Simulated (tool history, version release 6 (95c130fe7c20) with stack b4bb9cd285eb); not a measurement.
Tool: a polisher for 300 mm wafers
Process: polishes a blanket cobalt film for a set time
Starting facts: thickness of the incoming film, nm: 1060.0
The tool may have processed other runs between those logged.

run   hour  flow of slurry (ml/min)  pressure of the wafer on the pad (psi)  speed of the pad under the wafer (m/s)  polishing time (s)  film removed (nm)
  1      0                      190                                     1.4                                    0.88                  49             155.54
  2    5.3                      190                                     1.4                                    1.02                  49             178.64
  3   11.8                      190                                     1.4                                    1.02                  51              187.1
  4   18.8                      190                                     1.4                                    1.02                  51             184.35
  5     25                      190                                     1.3                                    1.02                  51             171.68
  6   30.4                      190                                     1.1                                    1.02                  51             145.79
  7   36.6                      190                                       1                                    1.02                  51             132.89
  8   38.7                      190                                     0.9                                    1.02                  51             121.69
  9   41.4                      180                                     0.8                                    1.02                  51             109.26
 10   42.4                      175                                     0.8                                    1.02                  51             108.69
 11   50.9                      170                                     0.8                                    1.02                  51              106.5
 12     53                      165                                     0.8                                    1.02                  51             107.12
 13   55.5                      160                                     0.8                                    1.02                  51             105.76
 14   62.3                      160                                     0.8                                    1.02                  51             106.82
 15   65.5                      155                                     0.8                                    1.02                  51             105.37
 16   68.3                      140                                     0.7                                    1.02                  51             92.081
 17   76.7                      145                                     0.7                                    1.02                  51             92.302
 18   78.5                      150                                     0.7                                    1.02                  51             92.469
 19   82.6                      155                                     0.7                                    1.02                  51             93.228
 20   89.7                      160                                     0.7                                    1.02                  51             94.109
 21   92.9                      165                                     0.7                                    1.02                  51             94.392
 22     97                      180                                     0.8                                    1.02                  51             107.18
 23  102.5                      175                                     0.8                                    1.02                  51             107.41

Run 24 has not been measured yet. What should we expect?
 24  107.6                      170                                     0.8                                    1.02                  51                  ?

film removed (nm): 107.41

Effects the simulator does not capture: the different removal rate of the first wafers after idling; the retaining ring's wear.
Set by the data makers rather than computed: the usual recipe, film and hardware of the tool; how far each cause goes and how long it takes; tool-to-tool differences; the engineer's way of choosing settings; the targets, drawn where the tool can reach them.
